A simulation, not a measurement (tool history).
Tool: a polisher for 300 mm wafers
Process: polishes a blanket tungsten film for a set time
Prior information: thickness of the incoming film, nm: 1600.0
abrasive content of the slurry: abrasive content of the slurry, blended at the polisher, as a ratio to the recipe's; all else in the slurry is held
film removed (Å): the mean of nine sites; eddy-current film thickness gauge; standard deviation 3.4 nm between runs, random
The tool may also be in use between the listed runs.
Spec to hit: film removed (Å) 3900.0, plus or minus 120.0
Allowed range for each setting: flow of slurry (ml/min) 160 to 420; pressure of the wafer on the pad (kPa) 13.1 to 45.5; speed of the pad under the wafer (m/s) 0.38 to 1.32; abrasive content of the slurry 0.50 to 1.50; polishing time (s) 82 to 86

run	day	flow of slurry (ml/min)	pressure of the wafer on the pad (kPa)	speed of the pad under the wafer (m/s)	abrasive content of the slurry	polishing time (s)	film removed (Å)
1	0.000	270	29.0	0.84	1.00	82	3327.1
2	0.225	270	29.6	0.84	1.00	82	3378.1
3	0.300	270	29.6	0.84	1.00	82	3440.3
4	0.483	330	29.6	0.84	1.00	82	3446.2
5	0.617	330	29.6	0.84	0.85	82	3306.2
6	0.642	330	29.6	0.84	1.05	82	3417.0
7	0.979	330	30.3	0.84	1.05	82	3604.2
8	1.004	335	32.4	0.84	1.05	82	3695.6

Of the 4 settings listed for the next run, only one would bring every result within its allowed miss of target. Which one?
A	1.029	260	33.1	0.78	1.00	86	?
B	1.029	420	24.1	1.14	1.20	83	?
C	1.029	295	29.6	0.94	0.90	86	?
D	1.029	250	26.2	0.90	1.25	82	?

move	film removed (Å)
A	3598.8
B	4274.6
C	3895.5
D	3450.5
A: misses by more than the last run did
B: takes the biggest miss from the last run beyond its target
C: all results land within tolerance of their targets
D: misses by more than the last run did
C is the move that brings every result within its allowed miss.

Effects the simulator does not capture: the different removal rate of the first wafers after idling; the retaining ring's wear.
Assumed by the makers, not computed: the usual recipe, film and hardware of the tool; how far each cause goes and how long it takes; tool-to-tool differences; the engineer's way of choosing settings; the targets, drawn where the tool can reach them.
